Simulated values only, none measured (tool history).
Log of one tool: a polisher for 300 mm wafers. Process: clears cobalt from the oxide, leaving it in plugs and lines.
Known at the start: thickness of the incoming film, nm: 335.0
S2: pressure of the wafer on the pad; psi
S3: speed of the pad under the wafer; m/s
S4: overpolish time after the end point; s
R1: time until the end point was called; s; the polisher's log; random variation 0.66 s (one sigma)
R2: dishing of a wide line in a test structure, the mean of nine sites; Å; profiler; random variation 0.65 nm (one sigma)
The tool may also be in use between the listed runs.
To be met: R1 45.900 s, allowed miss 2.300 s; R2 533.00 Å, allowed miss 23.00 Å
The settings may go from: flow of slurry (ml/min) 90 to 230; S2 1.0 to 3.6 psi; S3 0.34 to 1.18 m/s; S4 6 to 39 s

run 1 hour=0.0 | flow_of_slurry_(ml/min)=150 S2=2.3 S3=0.76 S4=20 | R1=76.211 R2=543.53
run 2 hour=1.1 | flow_of_slurry_(ml/min)=150 S2=2.3 S3=0.76 S4=15 | R1=76.994 R2=450.60
run 3 hour=7.8 | flow_of_slurry_(ml/min)=150 S2=1.7 S3=0.76 S4=15 | R1=97.537 R2=392.38
run 4 hour=8.9 | flow_of_slurry_(ml/min)=150 S2=1.7 S3=0.84 S4=15 | R1=91.355 R2=428.48
run 5 hour=9.8 | flow_of_slurry_(ml/min)=150 S2=2.0 S3=0.84 S4=14 | R1=76.449 R2=445.73
run 6 hour=11.2 | flow_of_slurry_(ml/min)=150 S2=1.6 S3=0.84 S4=14 | R1=96.498 R2=380.04
run 7 hour=19.3 | flow_of_slurry_(ml/min)=150 S2=1.8 S3=0.84 S4=13 | R1=87.097 R2=393.40
run 8 hour=22.2 | flow_of_slurry_(ml/min)=150 S2=2.0 S3=0.84 S4=13 | R1=77.143 R2=425.49
run 9 hour=30.6 | flow_of_slurry_(ml/min)=150 S2=2.2 S3=0.84 S4=13 | R1=71.910 R2=435.53
run 10 hour=35.5 | flow_of_slurry_(ml/min)=150 S2=2.3 S3=0.84 S4=13 | R1=67.558 R2=458.88
run 11 hour=43.7 | flow_of_slurry_(ml/min)=150 S2=2.4 S3=0.84 S4=13 | R1=68.029 R2=459.41
run 12 hour=49.0 | flow_of_slurry_(ml/min)=150 S2=2.5 S3=0.84 S4=13 | R1=64.581 R2=474.73
run 13 hour=53.1 | flow_of_slurry_(ml/min)=160 S2=3.1 S3=0.86 S4=10 | R1=50.365 R2=471.88
run 14 hour=60.3 | flow_of_slurry_(ml/min)=160 S2=3.2 S3=0.86 S4=12 | R1=48.689 R2=529.32

Which of these 4 next moves meets every target?
run A hour=67.5 | flow_of_slurry_(ml/min)=120 S2=3.2 S3=0.88 S4=10 | R1=? R2=?
run B hour=67.5 | flow_of_slurry_(ml/min)=160 S2=2.9 S3=0.88 S4=14 | R1=? R2=?
run C hour=67.5 | flow_of_slurry_(ml/min)=145 S2=3.6 S3=0.84 S4=12 | R1=? R2=?
run D hour=67.5 | flow_of_slurry_(ml/min)=130 S2=3.6 S3=0.84 S4=10 | R1=? R2=?

move=A R1=50.875 R2=470.49
move=B R1=52.561 R2=546.56
move=C R1=45.672 R2=542.77
move=D R1=46.731 R2=492.09
A: further off than the last run
B: further off than the last run
C: meets every target
D: brings the result that was furthest off to its target, and leaves another outside
Answer: C
